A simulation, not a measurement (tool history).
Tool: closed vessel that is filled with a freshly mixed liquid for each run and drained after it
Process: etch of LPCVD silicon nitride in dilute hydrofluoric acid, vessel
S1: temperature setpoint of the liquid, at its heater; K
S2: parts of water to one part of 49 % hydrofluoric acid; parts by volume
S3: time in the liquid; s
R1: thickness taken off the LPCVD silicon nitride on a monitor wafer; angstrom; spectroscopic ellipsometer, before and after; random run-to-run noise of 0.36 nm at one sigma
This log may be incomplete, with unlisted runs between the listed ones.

{"run": 1, "hour": 0.0, "S1": 296.15, "S2": 50, "S3": 2865, "R1": 253.95}
{"run": 2, "hour": 5.2, "S1": 296.15, "S2": 35, "S3": 2865, "R1": 360.6}
{"run": 3, "hour": 10.7, "S1": 298.65, "S2": 35, "S3": 2865, "R1": 423.01}
{"run": 4, "hour": 16.1, "S1": 300.15, "S2": 35, "S3": 2865, "R1": 471.25}
{"run": 5, "hour": 23.3, "S1": 301.65, "S2": 35, "S3": 2865, "R1": 522.18}
{"run": 6, "hour": 32.5, "S1": 302.65, "S2": 35, "S3": 2865, "R1": 549.29}
{"run": 7, "hour": 39.3, "S1": 303.15, "S2": 35, "S3": 2865, "R1": 570.63}
{"run": 8, "hour": 42.5, "S1": 303.65, "S2": 35, "S3": 2865, "R1": 589.76}

Run 9 comes next. What will it give?
{"run": 9, "hour": 51.0, "S1": 304.15, "S2": 35, "S3": 2865, "R1": "?"}

Run 9 produced R1 608.31 angstrom.

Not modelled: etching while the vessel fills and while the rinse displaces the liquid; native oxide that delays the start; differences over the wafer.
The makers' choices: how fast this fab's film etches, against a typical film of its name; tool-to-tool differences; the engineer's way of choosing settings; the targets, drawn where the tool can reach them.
